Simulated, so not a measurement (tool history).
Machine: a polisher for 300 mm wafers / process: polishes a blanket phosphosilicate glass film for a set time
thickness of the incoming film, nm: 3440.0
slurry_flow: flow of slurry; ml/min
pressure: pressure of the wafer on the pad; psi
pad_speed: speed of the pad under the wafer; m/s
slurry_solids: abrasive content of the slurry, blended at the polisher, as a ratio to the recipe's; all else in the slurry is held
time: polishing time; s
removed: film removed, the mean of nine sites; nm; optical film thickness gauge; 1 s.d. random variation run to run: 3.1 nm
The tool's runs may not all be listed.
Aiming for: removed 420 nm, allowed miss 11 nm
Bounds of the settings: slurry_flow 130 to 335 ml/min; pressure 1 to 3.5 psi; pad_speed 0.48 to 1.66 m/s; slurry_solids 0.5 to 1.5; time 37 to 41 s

run,hour,slurry_flow,pressure,pad_speed,slurry_solids,time,removed
1,0,215,2.2,1.06,1,41,315.87
2,6.2,220,2.4,1.06,1,41,340.55
3,11,220,1.9,1.06,1,41,287.01
4,14.2,220,1.9,1.3,1,41,333.99
# hour 19.6: head pressure recalibrated
5,19.6,220,1.9,1.1,1,41,287.08
6,26.3,220,1.9,1.1,1,41,284.08
7,34.9,225,2.1,1.1,1,41,302.6
8,39.5,205,2.2,1.1,1,41,315.95
9,42.7,230,2.3,1.1,1,41,323.92
10,48.3,215,2.5,1.1,1,41,340.6

Which single option among these 4 for the next run brings every result within its allowed miss of target? Just one does.
A,53.9,175,3.3,1.08,1.1,41,?
B,53.9,170,2.6,1.42,0.85,41,?
C,53.9,215,2.5,1.18,1.25,41,?
D,53.9,230,1.9,1.1,0.95,38,?

move,removed
A,423.13
B,398.53
C,395.69
D,261.62
A: meets every target
B: closes in on the targets versus the last run, not all within tolerance yet
C: closes in on the targets versus the last run, not all within tolerance yet
D: lands further from the targets than the last run did
Answer: A
